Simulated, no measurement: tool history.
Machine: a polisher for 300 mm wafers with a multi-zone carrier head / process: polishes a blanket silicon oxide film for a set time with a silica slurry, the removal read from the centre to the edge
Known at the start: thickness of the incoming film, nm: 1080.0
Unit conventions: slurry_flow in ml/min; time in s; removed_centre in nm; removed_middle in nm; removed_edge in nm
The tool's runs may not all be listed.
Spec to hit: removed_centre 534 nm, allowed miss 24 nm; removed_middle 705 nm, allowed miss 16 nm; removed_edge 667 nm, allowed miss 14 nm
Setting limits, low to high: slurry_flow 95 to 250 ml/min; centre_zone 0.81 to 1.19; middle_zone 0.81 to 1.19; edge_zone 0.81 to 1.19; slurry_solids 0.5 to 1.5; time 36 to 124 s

run  hour  slurry_flow  centre_zone  middle_zone  edge_zone  slurry_solids  time  removed_centre  removed_middle  removed_edge
  1     0          160            1            1          1              1    79          411.22          412.11        417.25
  2   8.3          160            1            1          1              1    99          510.85          509.22        514.08
  3  10.5          160         0.95            1          1              1    99          483.84          518.94        520.39
  4  14.9          165         0.94         1.01       1.02              1    99          481.71          526.38        525.25
  5  23.3          165         0.94         1.01       1.02            0.9    99          454.41          494.33        508.77
  6  28.8          170         0.93         1.02       1.04           0.95    99          452.15           521.1        522.27
  7  30.7          195         0.95         1.06       1.14            1.2   101          543.21          616.91        622.73
  8    36          200         0.94         1.07       1.15            1.2   101          530.69           623.5        624.88

Which one of the following 4 next-run settings gets every result inside its allowed miss? There is exactly one.
  A  41.3          160         0.94         1.02       1.19            1.2   115               ?               ?             ?
  B  41.3          205         0.87         1.15       1.16           1.25   105               ?               ?             ?
  C  41.3          225         0.92         1.05        1.1           1.25   112               ?               ?             ?
  D  41.3          235         0.92         1.13       1.13            1.3   109               ?               ?             ?

move  removed_centre  removed_middle  removed_edge
   A          593.06          647.47        696.31
   B          534.82           693.8        655.62
   C          610.85          693.51        688.15
   D          607.01           732.9         690.7
A: nearer than the last run, and not there yet
B: meets every target
C: corrects the largest miss of the last run, while another result sits out of spec
D: takes the biggest miss from the last run beyond its target
Move B is the one to make.
